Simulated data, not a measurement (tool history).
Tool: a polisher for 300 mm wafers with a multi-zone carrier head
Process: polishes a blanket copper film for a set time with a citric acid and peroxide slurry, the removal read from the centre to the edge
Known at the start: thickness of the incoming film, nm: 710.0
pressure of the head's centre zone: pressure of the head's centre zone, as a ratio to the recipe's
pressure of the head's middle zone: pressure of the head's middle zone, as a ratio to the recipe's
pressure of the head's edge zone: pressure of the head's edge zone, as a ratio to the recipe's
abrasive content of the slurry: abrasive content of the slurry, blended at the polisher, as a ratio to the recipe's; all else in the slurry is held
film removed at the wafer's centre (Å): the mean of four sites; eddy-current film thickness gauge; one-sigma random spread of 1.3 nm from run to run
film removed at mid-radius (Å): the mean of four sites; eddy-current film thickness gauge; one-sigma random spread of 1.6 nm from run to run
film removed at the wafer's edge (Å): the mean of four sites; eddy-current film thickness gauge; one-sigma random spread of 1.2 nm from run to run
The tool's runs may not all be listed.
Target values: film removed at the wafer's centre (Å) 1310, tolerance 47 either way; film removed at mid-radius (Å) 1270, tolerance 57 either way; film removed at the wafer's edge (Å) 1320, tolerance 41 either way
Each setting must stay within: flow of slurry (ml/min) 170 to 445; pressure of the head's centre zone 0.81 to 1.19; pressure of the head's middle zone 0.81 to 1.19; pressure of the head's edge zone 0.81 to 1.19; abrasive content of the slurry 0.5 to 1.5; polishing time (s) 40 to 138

run	hour	flow of slurry (ml/min)	pressure of the head's centre zone	pressure of the head's middle zone	pressure of the head's edge zone	abrasive content of the slurry	polishing time (s)	film removed at the wafer's centre (Å)	film removed at mid-radius (Å)	film removed at the wafer's edge (Å)
1	0	285	1	1	1	1	88	2500.2	2507.8	2445.7
2	4.7	285	0.92	1	1	1	88	2281.7	2519.8	2433.3
3	6.2	280	0.92	0.97	0.98	0.9	80	2067.2	2151.3	2129.3
4	7.4	280	0.84	0.97	0.98	0.9	80	1836.7	2199.4	2167.5
5	11.3	280	0.84	1.01	0.98	0.9	80	1896.9	2273.8	2117.5
6	13.4	280	0.84	1.01	0.95	0.9	80	1883.8	2245.4	2161.8
7	15	275	0.85	0.99	0.94	0.85	73	1708.7	1988.7	1886.8
8	20.1	270	0.86	0.96	0.92	0.8	70	1612.4	1864.1	1775.6
9	21.9	265	0.96	0.86	0.91	0.55	47	1145.2	1035.1	1112.2
10	27.9	275	0.96	0.88	0.94	0.55	47	1154.2	1077.8	1113.3
11	30.1	275	0.96	0.88	0.94	0.6	47	1169	1076.6	1155.5

Which of these 4 next moves meets every target?
A	32.3	280	0.93	1.08	0.84	0.5	47	?	?	?
B	32.3	250	0.96	0.9	0.95	0.7	52	?	?	?
C	32.3	275	0.98	0.83	0.93	0.65	42	?	?	?
D	32.3	355	0.88	0.94	1	0.55	57	?	?	?

move	film removed at the wafer's centre (Å)	film removed at mid-radius (Å)	film removed at the wafer's edge (Å)
A	1104.1	1301	1080.4
B	1318.4	1293.1	1331.5
C	1082.7	972.41	1058.6
D	1312.4	1452.5	1466.3
A: lands further from the targets than the last run did
B: in spec on every target
C: lands further from the targets than the last run did
D: pushes the last run's worst result past its target
The right move is B.
